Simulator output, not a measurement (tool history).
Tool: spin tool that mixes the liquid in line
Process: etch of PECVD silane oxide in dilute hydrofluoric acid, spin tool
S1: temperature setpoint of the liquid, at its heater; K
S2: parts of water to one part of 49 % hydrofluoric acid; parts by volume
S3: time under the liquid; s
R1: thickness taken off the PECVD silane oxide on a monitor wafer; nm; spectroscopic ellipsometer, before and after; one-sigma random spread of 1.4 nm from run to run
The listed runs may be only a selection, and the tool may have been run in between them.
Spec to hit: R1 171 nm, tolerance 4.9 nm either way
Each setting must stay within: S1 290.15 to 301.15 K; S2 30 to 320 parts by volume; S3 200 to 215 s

run,day,S1,S2,S3,R1
1,0,293.15,175,200,38.901
2,0.15,294.65,150,200,49.955
3,0.512,295.65,130,200,60.792
4,0.812,294.15,130,200,56.714
5,1.033,295.15,115,200,69.13
6,1.246,297.15,115,200,74.547
7,1.433,297.65,100,200,87.465
8,1.796,298.15,90,200,102.34
9,1.825,298.65,85,200,110.83
10,1.871,299.15,80,200,122.17
11,2.033,299.65,75,200,133.07
12,2.079,299.65,75,200,133.11
13,2.229,299.65,70,200,145.71
14,2.392,301.15,55,200,198.34
15,2.454,299.15,55,200,183.95
16,2.562,298.65,55,200,178.05

4 next moves are on the table. One of them brings every result within its allowed miss. Which?
A,2.671,297.15,50,200,?
B,2.671,296.15,55,215,?
C,2.671,297.15,55,215,?
D,2.671,301.15,60,210,?

move,R1
A,185.35
B,172.69
C,179.94
D,187.96
A: lands further from the targets than the last run did
B: all results in spec
C: lands further from the targets than the last run did
D: lands further from the targets than the last run did
So the answer is move B, the one that meets all the targets.
